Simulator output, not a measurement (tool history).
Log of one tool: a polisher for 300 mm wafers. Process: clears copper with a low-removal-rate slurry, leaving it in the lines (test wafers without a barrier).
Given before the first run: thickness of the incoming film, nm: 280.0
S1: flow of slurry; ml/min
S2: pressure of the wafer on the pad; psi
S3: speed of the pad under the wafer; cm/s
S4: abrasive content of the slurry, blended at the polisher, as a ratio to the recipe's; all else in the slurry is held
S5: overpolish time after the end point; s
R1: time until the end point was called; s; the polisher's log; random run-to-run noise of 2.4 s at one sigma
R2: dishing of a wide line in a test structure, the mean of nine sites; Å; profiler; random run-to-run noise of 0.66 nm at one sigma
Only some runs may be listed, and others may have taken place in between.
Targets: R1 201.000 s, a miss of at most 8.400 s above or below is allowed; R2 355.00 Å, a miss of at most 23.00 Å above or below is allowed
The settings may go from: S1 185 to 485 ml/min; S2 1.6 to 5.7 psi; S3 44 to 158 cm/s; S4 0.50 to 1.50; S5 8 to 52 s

{"run": 1, "hour": 0.0, "S1": 310, "S2": 3.6, "S3": 100, "S4": 1.0, "S5": 26, "R1": 66.926, "R2": 620.74}
{"run": 2, "hour": 2.5, "S1": 310, "S2": 4.0, "S3": 100, "S4": 1.0, "S5": 26, "R1": 60.345, "R2": 660.35}
{"run": 3, "hour": 3.1, "S1": 310, "S2": 3.6, "S3": 90, "S4": 1.0, "S5": 27, "R1": 75.731, "R2": 586.12}
{"run": 4, "hour": 4.7, "S1": 310, "S2": 3.6, "S3": 90, "S4": 1.0, "S5": 21, "R1": 73.094, "R2": 476.54}
{"run": 5, "hour": 12.7, "S1": 310, "S2": 3.0, "S3": 90, "S4": 1.0, "S5": 21, "R1": 88.815, "R2": 419.97}
{"run": 6, "hour": 14.3, "S1": 310, "S2": 3.0, "S3": 90, "S4": 1.15, "S5": 21, "R1": 87.176, "R2": 415.76}
{"run": 7, "hour": 16.5, "S1": 305, "S2": 2.8, "S3": 84, "S4": 1.15, "S5": 23, "R1": 96.683, "R2": 418.04}
{"run": 8, "hour": 17.0, "S1": 305, "S2": 2.6, "S3": 78, "S4": 1.15, "S5": 25, "R1": 111.51, "R2": 392.75}
{"run": 9, "hour": 24.7, "S1": 305, "S2": 2.4, "S3": 74, "S4": 1.15, "S5": 27, "R1": 126.49, "R2": 371.79}
{"run": 10, "hour": 32.3, "S1": 305, "S2": 2.3, "S3": 72, "S4": 1.15, "S5": 29, "R1": 132.13, "R2": 371.2}
{"run": 11, "hour": 33.4, "S1": 300, "S2": 1.6, "S3": 46, "S4": 1.1, "S5": 42, "R1": 272.49, "R2": 279.82}
{"run": 12, "hour": 35.6, "S1": 300, "S2": 1.8, "S3": 46, "S4": 1.1, "S5": 42, "R1": 238.66, "R2": 309.56}
{"run": 13, "hour": 43.9, "S1": 300, "S2": 1.9, "S3": 46, "S4": 1.1, "S5": 42, "R1": 232.49, "R2": 324.73}
{"run": 14, "hour": 53.0, "S1": 300, "S2": 2.5, "S3": 48, "S4": 1.1, "S5": 40, "R1": 172.93, "R2": 398.25}
{"run": 15, "hour": 56.9, "S1": 300, "S2": 2.4, "S3": 48, "S4": 1.1, "S5": 40, "R1": 177.42, "R2": 397.28}
{"run": 16, "hour": 60.7, "S1": 300, "S2": 1.9, "S3": 48, "S4": 1.1, "S5": 39, "R1": 219.86, "R2": 313.27}
{"run": 17, "hour": 67.3, "S1": 300, "S2": 2.0, "S3": 48, "S4": 1.1, "S5": 40, "R1": 212.55, "R2": 336.24}

Which single option among these 4 for the next run brings every result within its allowed miss of target? Just one does.
{"run": "A", "hour": 73.9, "S1": 295, "S2": 2.2, "S3": 44, "S4": 1.25, "S5": 40, "R1": "?", "R2": "?"}
{"run": "B", "hour": 73.9, "S1": 330, "S2": 2.3, "S3": 44, "S4": 1.05, "S5": 45, "R1": "?", "R2": "?"}
{"run": "C", "hour": 73.9, "S1": 310, "S2": 1.9, "S3": 44, "S4": 1.1, "S5": 40, "R1": "?", "R2": "?"}
{"run": "D", "hour": 73.9, "S1": 295, "S2": 2.1, "S3": 54, "S4": 1.05, "S5": 30, "R1": "?", "R2": "?"}

move=A R1=203.340 R2=351.01
move=B R1=199.170 R2=393.85
move=C R1=238.120 R2=305.31
move=D R1=187.740 R2=294.18
A: in spec on every target
B: gets the furthest-off result to its target, but another result is out of tolerance
C: further off than the last run
D: takes the result that was furthest off past its target
A is the move that brings every result within its allowed miss.
